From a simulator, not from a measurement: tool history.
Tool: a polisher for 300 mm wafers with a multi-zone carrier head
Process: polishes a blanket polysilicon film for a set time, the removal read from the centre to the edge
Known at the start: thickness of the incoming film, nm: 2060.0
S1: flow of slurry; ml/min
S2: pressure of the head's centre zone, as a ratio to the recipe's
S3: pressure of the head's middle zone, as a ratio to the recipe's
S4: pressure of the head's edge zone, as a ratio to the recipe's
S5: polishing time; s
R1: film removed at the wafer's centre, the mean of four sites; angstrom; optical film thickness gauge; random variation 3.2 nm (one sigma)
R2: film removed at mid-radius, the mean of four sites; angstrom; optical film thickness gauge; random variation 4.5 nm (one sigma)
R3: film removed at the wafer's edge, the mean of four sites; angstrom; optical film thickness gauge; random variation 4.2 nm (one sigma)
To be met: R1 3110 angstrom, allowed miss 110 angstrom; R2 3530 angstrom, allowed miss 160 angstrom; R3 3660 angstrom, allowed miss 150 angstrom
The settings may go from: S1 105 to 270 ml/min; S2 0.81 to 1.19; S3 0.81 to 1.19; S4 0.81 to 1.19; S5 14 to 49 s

Run 1, day 0: S1 175 ml/min, S2 1, S3 1, S4 1, S5 31 s. Result: R1 2328.5 angstrom, R2 2245.4 angstrom, R3 2478.9 angstrom.
Run 2, day 0.183: S1 175 ml/min, S2 1, S3 1, S4 1.07, S5 31 s. Result: R1 2339.7 angstrom, R2 2299.4 angstrom, R3 2456.9 angstrom.
Run 3, day 0.492: S1 175 ml/min, S2 0.98, S3 1, S4 1.07, S5 33 s. Result: R1 2392.3 angstrom, R2 2413.8 angstrom, R3 2761.9 angstrom.
Run 4, day 0.604: S1 180 ml/min, S2 0.98, S3 1.02, S4 1.07, S5 34 s. Result: R1 2492.3 angstrom, R2 2585.4 angstrom, R3 2802.9 angstrom.
Run 5, day 0.829: S1 220 ml/min, S2 0.98, S3 1.02, S4 1.07, S5 34 s. Result: R1 2536.3 angstrom, R2 2610.3 angstrom, R3 2848.9 angstrom.
Run 6, day 1.162: S1 220 ml/min, S2 0.98, S3 1.03, S4 1.07, S5 35 s. Result: R1 2648.3 angstrom, R2 2739.5 angstrom, R3 2883.4 angstrom.
Run 7, day 1.317: S1 220 ml/min, S2 0.98, S3 1.03, S4 1.07, S5 35 s. Result: R1 2605.3 angstrom, R2 2760.3 angstrom, R3 2897 angstrom.
Run 8, day 1.392: S1 220 ml/min, S2 0.98, S3 1.03, S4 1.07, S5 36 s. Result: R1 2689.1 angstrom, R2 2771.4 angstrom, R3 3038 angstrom.
Run 9, day 1.625: S1 220 ml/min, S2 0.98, S3 1.04, S4 1.07, S5 37 s. Result: R1 2717.8 angstrom, R2 2933.1 angstrom, R3 3057.5 angstrom.

5 next moves are on the table. One of them brings every result within its allowed miss. Which?
Run A, day 1.858: S1 250 ml/min, S2 1.14, S3 1.17, S4 1.1, S5 37 s. Result: R1 ?, R2 ?, R3 ?.
Run B, day 1.858: S1 235 ml/min, S2 0.94, S3 1.09, S4 1.08, S5 43 s. Result: R1 ?, R2 ?, R3 ?.
Run C, day 1.858: S1 215 ml/min, S2 1.07, S3 1.14, S4 1.04, S5 41 s. Result: R1 ?, R2 ?, R3 ?.
Run D, day 1.858: S1 215 ml/min, S2 1.07, S3 1, S4 1.04, S5 41 s. Result: R1 ?, R2 ?, R3 ?.
Run E, day 1.858: S1 155 ml/min, S2 1.08, S3 0.81, S4 1.06, S5 37 s. Result: R1 ?, R2 ?, R3 ?.

move      R1      R2      R3
   A  3248.9  3256.6  3075.8
   B  3124.1    3541  3530.2
   C  3327.4  3471.5  3281.1
   D  3324.2  3104.6  3287.2
   E  2881.7  2254.6  2907.9
A: as far off as the last run
B: meets every target
C: nearer than the last run, and not there yet
D: nearer than the last run, and not there yet
E: further off than the last run
Move B is the one to make.

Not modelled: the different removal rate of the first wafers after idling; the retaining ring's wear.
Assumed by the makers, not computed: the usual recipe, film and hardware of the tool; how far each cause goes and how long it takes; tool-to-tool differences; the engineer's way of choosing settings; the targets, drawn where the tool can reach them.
